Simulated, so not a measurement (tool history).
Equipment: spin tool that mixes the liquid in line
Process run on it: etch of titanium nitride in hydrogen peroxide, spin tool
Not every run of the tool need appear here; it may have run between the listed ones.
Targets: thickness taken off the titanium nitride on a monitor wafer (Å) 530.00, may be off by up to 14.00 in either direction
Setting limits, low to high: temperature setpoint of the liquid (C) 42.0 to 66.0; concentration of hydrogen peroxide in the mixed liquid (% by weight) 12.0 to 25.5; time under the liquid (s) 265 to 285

run	hour	temperature setpoint of the liquid (C)	concentration of hydrogen peroxide in the mixed liquid (% by weight)	time under the liquid (s)	thickness taken off the titanium nitride on a monitor wafer (Å)
1	0.0	58.0	17.5	265	314.22
2	0.6	59.0	17.5	265	335.62
3	4.2	60.0	17.5	265	362.94
4	10.9	60.0	14.0	265	343.17
5	15.3	61.0	14.0	265	365.75
6	19.9	61.0	16.0	265	378.22
7	22.8	61.5	16.0	265	390.10
8	23.7	62.0	16.0	265	407.00
9	24.7	62.5	16.0	265	421.03
10	29.9	63.0	16.0	265	431.87
11	32.1	63.5	16.0	265	445.57
12	35.6	64.0	16.0	265	460.96
13	39.1	64.0	16.0	265	460.83
14	44.8	64.5	16.0	265	482.02
15	52.9	65.5	16.0	265	509.29

Of the 5 settings listed for the next run, only one would bring every result within its allowed miss of target. Which one?
A	61.0	65.0	16.0	265	?
B	61.0	64.5	18.5	270	?
C	61.0	64.0	13.0	285	?
D	61.0	65.5	13.5	265	?
E	61.0	66.0	15.0	270	?

move	thickness taken off the titanium nitride on a monitor wafer (Å)
A	496.29
B	504.53
C	478.25
D	494.91
E	532.73
A: its largest miss is bigger than the last run's
B: its largest miss is bigger than the last run's
C: its largest miss is bigger than the last run's
D: its largest miss is bigger than the last run's
E: all results land within tolerance of their targets
E meets every target.

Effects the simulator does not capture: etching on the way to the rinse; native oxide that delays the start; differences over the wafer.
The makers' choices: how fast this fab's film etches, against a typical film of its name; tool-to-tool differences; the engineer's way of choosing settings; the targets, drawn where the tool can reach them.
